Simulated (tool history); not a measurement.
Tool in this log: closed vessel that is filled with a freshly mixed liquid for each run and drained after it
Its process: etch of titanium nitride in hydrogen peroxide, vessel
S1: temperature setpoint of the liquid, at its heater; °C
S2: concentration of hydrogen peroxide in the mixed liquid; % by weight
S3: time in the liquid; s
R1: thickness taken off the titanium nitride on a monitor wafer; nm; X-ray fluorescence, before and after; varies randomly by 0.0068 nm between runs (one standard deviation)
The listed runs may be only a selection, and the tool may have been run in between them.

| run | day | S1 | S2 | S3 | R1 |
|---|---|---|---|---|---|
| 1 | 0 | 45 | 15.5 | 40 | 1.9958 |
| 2 | 0.121 | 41.5 | 15.5 | 40 | 1.5178 |
| 3 | 0.167 | 40 | 15.5 | 40 | 1.3353 |
| 4 | 0.308 | 39 | 15.5 | 40 | 1.2478 |
| 5 | 0.396 | 38 | 15.5 | 40 | 1.1593 |
| 6 | 0.746 | 38 | 15.5 | 30 | 0.86057 |

What will run 7 give?
| 7 | 1.029 | 38 | 15.5 | 30 | ? |

{"run 7": {"R1": 0.87849}}

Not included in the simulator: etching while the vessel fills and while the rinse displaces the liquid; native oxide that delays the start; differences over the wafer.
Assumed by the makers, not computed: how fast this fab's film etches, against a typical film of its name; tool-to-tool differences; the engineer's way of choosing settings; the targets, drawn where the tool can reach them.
